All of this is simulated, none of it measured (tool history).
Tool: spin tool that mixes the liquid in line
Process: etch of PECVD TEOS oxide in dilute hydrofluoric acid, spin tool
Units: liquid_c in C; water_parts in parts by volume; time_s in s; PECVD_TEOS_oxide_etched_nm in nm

run 1 hour=0.0 | liquid_c=20.0 water_parts=265 time_s=280 | PECVD_TEOS_oxide_etched_nm=21.503
run 2 hour=6.8 | liquid_c=20.0 water_parts=230 time_s=280 | PECVD_TEOS_oxide_etched_nm=25.335
run 3 hour=7.6 | liquid_c=19.0 water_parts=245 time_s=280 | PECVD_TEOS_oxide_etched_nm=22.809
run 4 hour=15.6 | liquid_c=18.5 water_parts=255 time_s=280 | PECVD_TEOS_oxide_etched_nm=21.248
run 5 hour=22.5 | liquid_c=20.0 water_parts=255 time_s=280 | PECVD_TEOS_oxide_etched_nm=22.602
run 6 hour=26.3 | liquid_c=19.0 water_parts=260 time_s=280 | PECVD_TEOS_oxide_etched_nm=21.122

Forecast run 7:
run 7 hour=31.5 | liquid_c=18.5 water_parts=265 time_s=280 | PECVD_TEOS_oxide_etched_nm=?

Run 7 gave PECVD_TEOS_oxide_etched_nm 20.279 nm.

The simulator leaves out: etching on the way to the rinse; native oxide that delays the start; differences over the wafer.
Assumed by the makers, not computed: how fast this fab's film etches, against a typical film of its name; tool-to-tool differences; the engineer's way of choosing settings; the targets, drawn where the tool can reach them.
